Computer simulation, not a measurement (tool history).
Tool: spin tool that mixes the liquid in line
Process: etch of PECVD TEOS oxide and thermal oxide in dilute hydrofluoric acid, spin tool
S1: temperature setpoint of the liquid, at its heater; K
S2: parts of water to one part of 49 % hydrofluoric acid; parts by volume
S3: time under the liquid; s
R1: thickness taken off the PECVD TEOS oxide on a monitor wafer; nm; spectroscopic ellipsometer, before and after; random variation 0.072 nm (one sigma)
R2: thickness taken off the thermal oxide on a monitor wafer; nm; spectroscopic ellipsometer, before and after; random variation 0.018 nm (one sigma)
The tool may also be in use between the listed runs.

run  hour      S1   S2   S3      R1      R2
  1     0  294.15  180  180  17.035  3.8549
  2   5.4  293.65  190  180  15.904  3.4859
  3   8.7  293.65  190  255  22.896  4.9095
  4  11.8  293.65  205  250  20.114  4.4656
  5  14.4  293.15  220  250  17.927  3.9188
  6  16.1  293.15  285  250  13.119  2.9333
  7  18.1  292.65  290  245  12.368  2.7082

The next listed run, before its measurement:
  8  23.3  292.65  290  245   ?   ?

Run 8 gave R1 12.422 nm, R2 2.7194 nm.
